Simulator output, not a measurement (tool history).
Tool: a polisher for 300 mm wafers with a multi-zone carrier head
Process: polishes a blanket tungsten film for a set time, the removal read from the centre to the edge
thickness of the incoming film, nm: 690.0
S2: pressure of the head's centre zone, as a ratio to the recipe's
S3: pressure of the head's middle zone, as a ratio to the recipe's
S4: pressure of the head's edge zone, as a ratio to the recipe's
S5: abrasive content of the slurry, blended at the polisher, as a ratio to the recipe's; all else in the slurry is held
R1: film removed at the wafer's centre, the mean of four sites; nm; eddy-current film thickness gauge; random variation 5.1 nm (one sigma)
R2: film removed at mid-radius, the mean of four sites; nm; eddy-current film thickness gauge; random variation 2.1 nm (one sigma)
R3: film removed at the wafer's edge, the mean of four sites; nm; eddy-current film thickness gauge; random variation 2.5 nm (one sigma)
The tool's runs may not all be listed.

Run 1, hour 0: flow of slurry (ml/min) 275, S2 1, S3 1, S4 1, S5 1, polishing time (s) 51. Result: R1 259.94 nm, R2 258.4 nm, R3 261.55 nm.
Run 2, hour 2.7: flow of slurry (ml/min) 280, S2 1.01, S3 1, S4 1.03, S5 1.1, polishing time (s) 52. Result: R1 274.8 nm, R2 268.9 nm, R3 276.02 nm.
Run 3, hour 5.8: flow of slurry (ml/min) 280, S2 1.01, S3 1, S4 1.07, S5 1.1, polishing time (s) 52. Result: R1 282.65 nm, R2 268.43 nm, R3 280.61 nm.
Run 4, hour 8.3: flow of slurry (ml/min) 280, S2 1.01, S3 1.05, S4 1.07, S5 1.1, polishing time (s) 52. Result: R1 274 nm, R2 279.34 nm, R3 279.53 nm.
Run 5, hour 16.2: flow of slurry (ml/min) 280, S2 1.05, S3 1.05, S4 1.07, S5 1.1, polishing time (s) 52. Result: R1 285.35 nm, R2 278.46 nm, R3 278.77 nm.
Run 6, hour 17: flow of slurry (ml/min) 280, S2 1.05, S3 1.02, S4 1.07, S5 1.1, polishing time (s) 52. Result: R1 293.43 nm, R2 271.21 nm, R3 277.7 nm.

The next listed run, before its measurement:
Run 7, hour 25.7: flow of slurry (ml/min) 290, S2 0.97, S3 0.97, S4 1.17, S5 1.35, polishing time (s) 58. Result: R1 ?, R2 ?, R3 ?.

Run 7 gave R1 307.17 nm, R2 305.52 nm, R3 338.14 nm.
